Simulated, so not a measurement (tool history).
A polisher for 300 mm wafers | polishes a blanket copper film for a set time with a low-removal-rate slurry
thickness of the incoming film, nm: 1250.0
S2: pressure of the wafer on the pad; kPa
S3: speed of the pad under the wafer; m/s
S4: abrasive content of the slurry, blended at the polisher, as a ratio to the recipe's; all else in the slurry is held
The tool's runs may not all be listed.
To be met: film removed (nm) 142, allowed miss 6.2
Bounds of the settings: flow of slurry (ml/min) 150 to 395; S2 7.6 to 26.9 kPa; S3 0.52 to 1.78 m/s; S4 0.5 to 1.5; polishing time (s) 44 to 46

run 1 hour=0 | flow_of_slurry_(ml/min)=250 S2=17.2 S3=1.14 S4=1 polishing_time_(s)=44 | film_removed_(nm)=110.24
run 2 hour=4 | flow_of_slurry_(ml/min)=250 S2=17.9 S3=1.14 S4=1 polishing_time_(s)=44 | film_removed_(nm)=112.25
run 3 hour=12 | flow_of_slurry_(ml/min)=250 S2=18.6 S3=1.14 S4=1 polishing_time_(s)=44 | film_removed_(nm)=117.21
run 4 hour=12.9 | flow_of_slurry_(ml/min)=250 S2=19.3 S3=1.14 S4=1 polishing_time_(s)=44 | film_removed_(nm)=120.35
run 5 hour=20.2 | flow_of_slurry_(ml/min)=250 S2=19.3 S3=1.14 S4=1.1 polishing_time_(s)=44 | film_removed_(nm)=125.7
run 6 hour=22.1 | flow_of_slurry_(ml/min)=250 S2=20.7 S3=1.14 S4=1.1 polishing_time_(s)=44 | film_removed_(nm)=134.87
run 7 hour=30.9 | flow_of_slurry_(ml/min)=250 S2=20.7 S3=1.14 S4=1.1 polishing_time_(s)=44 | film_removed_(nm)=133.21
run 8 hour=35 | flow_of_slurry_(ml/min)=250 S2=20.7 S3=1.14 S4=1.1 polishing_time_(s)=44 | film_removed_(nm)=135.35

5 next moves are on the table. One of them brings every result within its allowed miss. Which?
run A hour=39.1 | flow_of_slurry_(ml/min)=225 S2=24.1 S3=0.98 S4=1.5 polishing_time_(s)=44 | film_removed_(nm)=?
run B hour=39.1 | flow_of_slurry_(ml/min)=290 S2=20 S3=1.02 S4=1.25 polishing_time_(s)=44 | film_removed_(nm)=?
run C hour=39.1 | flow_of_slurry_(ml/min)=265 S2=20.7 S3=1.1 S4=1.2 polishing_time_(s)=44 | film_removed_(nm)=?
run D hour=39.1 | flow_of_slurry_(ml/min)=245 S2=22.1 S3=1.06 S4=1.1 polishing_time_(s)=44 | film_removed_(nm)=?
run E hour=39.1 | flow_of_slurry_(ml/min)=155 S2=23.4 S3=1.08 S4=1.1 polishing_time_(s)=44 | film_removed_(nm)=?

move=A film_removed_(nm)=142.84
move=B film_removed_(nm)=121.25
move=C film_removed_(nm)=132.1
move=D film_removed_(nm)=131.41
move=E film_removed_(nm)=131.94
A: meets every target
B: further off than the last run
C: further off than the last run
D: further off than the last run
E: further off than the last run
Answer: A
